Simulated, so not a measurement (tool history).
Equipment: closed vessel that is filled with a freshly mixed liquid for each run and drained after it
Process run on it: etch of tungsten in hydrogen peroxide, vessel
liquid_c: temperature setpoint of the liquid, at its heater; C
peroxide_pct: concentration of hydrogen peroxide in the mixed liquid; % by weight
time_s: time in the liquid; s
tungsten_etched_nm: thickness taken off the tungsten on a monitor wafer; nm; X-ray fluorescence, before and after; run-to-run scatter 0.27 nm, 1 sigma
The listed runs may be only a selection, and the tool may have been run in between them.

run 1 day=0.000 | liquid_c=51.0 peroxide_pct=23 time_s=105 | tungsten_etched_nm=104.590
run 2 day=0.208 | liquid_c=51.0 peroxide_pct=25 time_s=105 | tungsten_etched_nm=110.090
run 3 day=0.321 | liquid_c=51.0 peroxide_pct=25 time_s=105 | tungsten_etched_nm=109.180
run 4 day=0.400 | liquid_c=51.0 peroxide_pct=21 time_s=105 | tungsten_etched_nm=99.534
run 5 day=0.512 | liquid_c=46.5 peroxide_pct=21 time_s=105 | tungsten_etched_nm=76.405
run 6 day=0.871 | liquid_c=45.0 peroxide_pct=21 time_s=105 | tungsten_etched_nm=69.034

Run 7 comes next. What will it give?
run 7 day=1.067 | liquid_c=44.0 peroxide_pct=21 time_s=105 | tungsten_etched_nm=?

{"run 7": {"tungsten_etched_nm": 65.014}}
